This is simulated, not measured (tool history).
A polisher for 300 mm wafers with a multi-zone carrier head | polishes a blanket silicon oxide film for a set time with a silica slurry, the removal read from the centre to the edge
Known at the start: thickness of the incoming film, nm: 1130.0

run	hour	flow of slurry (ml/min)	pressure of the head's centre zone	pressure of the head's middle zone	pressure of the head's edge zone	abrasive content of the slurry	polishing time (s)	film removed at the wafer's centre (nm)	film removed at mid-radius (nm)	film removed at the wafer's edge (nm)
1	0.0	140	1.00	1.00	1.00	1.00	60	129.710	124.660	130.020
2	2.8	135	0.98	0.99	0.96	0.90	53	103.390	101.560	104.110
3	11.0	135	1.02	0.99	0.96	0.90	53	108.220	103.060	105.180
4	18.2	130	0.99	0.97	0.93	0.80	50	92.696	88.548	90.218
5	21.9	130	0.99	0.97	0.98	0.80	50	92.387	88.225	92.082
6	26.3	125	0.96	0.96	0.95	0.75	48	81.225	80.580	83.950
7	27.8	120	0.91	0.93	0.85	0.50	37	44.292	44.532	44.759
8	34.8	135	0.91	0.95	0.89	0.50	36	43.600	44.874	45.312

Run 9 comes next. What will it give?
9	41.9	135	0.94	0.98	0.94	0.50	35	?	?	?

Run 9 gave film removed at the wafer's centre (nm) 43.845, film removed at mid-radius (nm) 45.152, film removed at the wafer's edge (nm) 45.794.

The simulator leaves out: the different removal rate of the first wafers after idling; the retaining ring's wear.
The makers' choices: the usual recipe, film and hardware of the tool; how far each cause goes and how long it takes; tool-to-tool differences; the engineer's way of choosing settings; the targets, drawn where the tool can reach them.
